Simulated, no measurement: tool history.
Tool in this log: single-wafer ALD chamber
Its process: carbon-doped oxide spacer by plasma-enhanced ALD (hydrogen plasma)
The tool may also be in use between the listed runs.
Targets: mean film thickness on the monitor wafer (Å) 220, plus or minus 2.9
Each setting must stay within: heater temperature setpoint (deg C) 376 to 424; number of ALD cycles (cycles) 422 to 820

run,day,heater temperature setpoint (deg C),number of ALD cycles (cycles),mean film thickness on the monitor wafer (Å)
1,0,400,621,292.11
2,0.067,400,555,259.92
3,0.35,396,555,259.25
4,0.55,396,604,283.85
5,0.592,396,555,261.06
6,0.788,396,607,283.98
7,1.05,396,555,261.08
8,1.142,396,520,243.48
9,1.279,396,501,233.95
10,1.479,396,490,229.76
11,1.592,396,482,227.18

Next run, 5 choices. One meets every target within its allowed miss, the rest don't. Which?
A,1.704,404,523,?
B,1.704,399,508,?
C,1.704,396,505,?
D,1.704,399,469,?
E,1.704,403,501,?

move,mean film thickness on the monitor wafer (Å)
A,243.41
B,238.96
C,237.54
D,220.61
E,233.8
A: its largest miss is bigger than the last run's
B: its largest miss is bigger than the last run's
C: its largest miss is bigger than the last run's
D: each result inside its tolerance
E: its largest miss is bigger than the last run's
Answer: D
